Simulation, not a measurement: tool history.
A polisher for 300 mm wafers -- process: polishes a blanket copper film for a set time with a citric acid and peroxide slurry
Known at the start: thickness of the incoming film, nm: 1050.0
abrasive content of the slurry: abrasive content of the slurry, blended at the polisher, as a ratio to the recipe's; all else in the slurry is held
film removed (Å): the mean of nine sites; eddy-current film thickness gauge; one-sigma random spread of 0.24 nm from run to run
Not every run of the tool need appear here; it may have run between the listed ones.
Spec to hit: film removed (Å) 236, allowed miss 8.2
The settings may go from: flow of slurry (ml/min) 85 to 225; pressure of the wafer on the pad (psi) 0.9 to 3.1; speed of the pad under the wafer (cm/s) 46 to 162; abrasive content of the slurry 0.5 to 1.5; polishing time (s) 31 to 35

run    day  flow of slurry (ml/min)  pressure of the wafer on the pad (psi)  speed of the pad under the wafer (cm/s)  abrasive content of the slurry  polishing time (s)  film removed (Å)
  1      0                      145                                       2                                      104                               1                  35            516.88
  2  0.088                      145                                       2                                       80                               1                  35            405.33
  3  0.279                      145                                       2                                       94                               1                  35            467.82
  4  0.625                      145                                       2                                      118                               1                  35            579.32
  5  0.975                      145                                     1.9                                      114                               1                  35            544.69
  6  1.183                      145                                     1.9                                      138                               1                  35            633.25
  7    1.5                      145                                     1.9                                      138                               1                  35            650.13
  8  1.812                      125                                     1.3                                      110                            0.95                  34            336.78
  9  2.117                      105                                     0.9                                       96                            0.95                  34            201.56
 10  2.275                      110                                     0.9                                       96                            0.95                  34            204.36
 11  2.342                      115                                     0.9                                       96                            0.95                  34            205.22
 12  2.629                      120                                     0.9                                       96                            0.95                  34            210.86
 13  2.917                      125                                     0.9                                       96                            0.95                  34            208.23

Which single option among these 4 for the next run brings every result within its allowed miss of target? Just one does.
  A  3.204                      160                                       1                                       86                            0.65                  32                 ?
  B  3.204                      150                                     1.1                                       98                            0.95                  34                 ?
  C  3.204                      110                                     1.3                                       84                               1                  31                 ?
  D  3.204                      105                                     0.9                                       88                            1.05                  33                 ?

move  film removed (Å)
   A            195.47
   B            272.16
   C            237.76
   D             187.4
A: its largest miss is bigger than the last run's
B: the result that was furthest off in the last run now lies on the other side of its target
C: each result inside its tolerance
D: its largest miss is bigger than the last run's
So the answer is move C, the one that meets all the targets.
